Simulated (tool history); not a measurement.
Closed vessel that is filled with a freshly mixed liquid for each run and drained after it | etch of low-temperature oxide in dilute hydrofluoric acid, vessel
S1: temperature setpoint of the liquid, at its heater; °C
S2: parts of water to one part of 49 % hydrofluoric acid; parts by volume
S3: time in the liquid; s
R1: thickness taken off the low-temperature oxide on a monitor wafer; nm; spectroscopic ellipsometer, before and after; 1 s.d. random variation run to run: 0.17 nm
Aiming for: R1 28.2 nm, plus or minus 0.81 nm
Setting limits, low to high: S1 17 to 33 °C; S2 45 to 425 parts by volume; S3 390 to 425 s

| run | hour | S1 | S2 | S3 | R1 |
|---|---|---|---|---|---|
| 1 | 0 | 25 | 235 | 390 | 17.764 |
| 2 | 6.8 | 22 | 235 | 390 | 15.983 |
| 3 | 11.8 | 20 | 235 | 390 | 14.748 |
| 4 | 14.4 | 20 | 290 | 390 | 11.345 |
|  | 19.8 | thermometer replaced |
| 5 | 19.8 | 20 | 240 | 390 | 13.829 |
| 6 | 26 | 20 | 240 | 390 | 13.654 |
| 7 | 27.7 | 21.5 | 235 | 390 | 14.958 |
| 8 | 35.1 | 23 | 230 | 390 | 16.242 |
| 9 | 40.9 | 27 | 180 | 390 | 25.399 |

5 candidate next runs follow, results not yet known. Just one meets every target within its allowed miss. Identify it.
| A | 46.7 | 27 | 200 | 390 | ? |
| B | 46.7 | 28 | 190 | 420 | ? |
| C | 46.7 | 29 | 195 | 390 | ? |
| D | 46.7 | 24.5 | 185 | 390 | ? |
| E | 46.7 | 27.5 | 165 | 390 | ? |

| move | R1 |
|---|---|
| A | 22.036 |
| B | 26.192 |
| C | 24.403 |
| D | 22.12 |
| E | 28.345 |
A: further off than the last run
B: better than the last run, though not everything is in spec
C: further off than the last run
D: further off than the last run
E: each result inside its tolerance
Go with E: it meets all targets.
